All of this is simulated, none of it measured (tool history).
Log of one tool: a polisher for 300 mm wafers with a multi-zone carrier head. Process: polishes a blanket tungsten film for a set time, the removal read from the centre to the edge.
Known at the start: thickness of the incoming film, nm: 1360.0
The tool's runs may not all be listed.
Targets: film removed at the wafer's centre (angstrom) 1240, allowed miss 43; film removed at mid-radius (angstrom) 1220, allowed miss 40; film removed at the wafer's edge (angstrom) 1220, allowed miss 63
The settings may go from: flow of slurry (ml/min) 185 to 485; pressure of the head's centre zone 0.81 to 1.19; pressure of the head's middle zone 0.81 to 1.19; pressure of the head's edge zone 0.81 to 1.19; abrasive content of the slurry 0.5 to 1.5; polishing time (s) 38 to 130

| run | hour | flow of slurry (ml/min) | pressure of the head's centre zone | pressure of the head's middle zone | pressure of the head's edge zone | abrasive content of the slurry | polishing time (s) | film removed at the wafer's centre (angstrom) | film removed at mid-radius (angstrom) | film removed at the wafer's edge (angstrom) |
|---|---|---|---|---|---|---|---|---|---|---|
| 1 | 0 | 310 | 1 | 1 | 1 | 1 | 84 | 2449.4 | 2437.3 | 2431.8 |
| 2 | 3.6 | 310 | 0.98 | 0.98 | 0.96 | 0.85 | 71 | 1988.4 | 1975.3 | 1993.5 |
| 3 | 7.8 | 310 | 0.97 | 0.97 | 0.93 | 0.75 | 61 | 1620.9 | 1619.6 | 1692.4 |
| 4 | 9.1 | 315 | 0.99 | 0.98 | 0.9 | 0.7 | 56 | 1505.2 | 1483 | 1465 |
| 5 | 17.5 | 315 | 1.02 | 0.98 | 0.9 | 0.7 | 56 | 1524.8 | 1481.2 | 1418.6 |
| 6 | 22.7 | 310 | 1.01 | 0.97 | 0.88 | 0.65 | 54 | 1452.4 | 1394.8 | 1327.1 |
| 7 | 27.2 | 275 | 0.91 | 0.87 | 0.84 | 0.55 | 54 | 1256.6 | 1213.5 | 1288.8 |
| 8 | 30.5 | 275 | 0.91 | 0.87 | 0.84 | 0.55 | 54 | 1255.2 | 1215.1 | 1269.8 |

Which of these 4 next moves meets every target?
| A | 33.8 | 270 | 0.93 | 0.91 | 0.81 | 0.5 | 53 | ? | ? | ? |
| B | 33.8 | 230 | 0.9 | 0.81 | 0.88 | 0.5 | 56 | ? | ? | ? |
| C | 33.8 | 260 | 0.83 | 0.85 | 0.93 | 0.65 | 54 | ? | ? | ? |
| D | 33.8 | 285 | 1.05 | 0.98 | 0.81 | 0.55 | 50 | ? | ? | ? |

| move | film removed at the wafer's centre (angstrom) | film removed at mid-radius (angstrom) | film removed at the wafer's edge (angstrom) |
|---|---|---|---|
| A | 1234.5 | 1226.8 | 1234.3 |
| B | 1245.1 | 1158.5 | 1338.1 |
| C | 1200.8 | 1240.6 | 1407.4 |
| D | 1322.5 | 1260.4 | 1189.9 |
A: meets every target
B: further off than the last run
C: further off than the last run
D: brings the result that was furthest off to its target, and leaves another outside
Answer: A

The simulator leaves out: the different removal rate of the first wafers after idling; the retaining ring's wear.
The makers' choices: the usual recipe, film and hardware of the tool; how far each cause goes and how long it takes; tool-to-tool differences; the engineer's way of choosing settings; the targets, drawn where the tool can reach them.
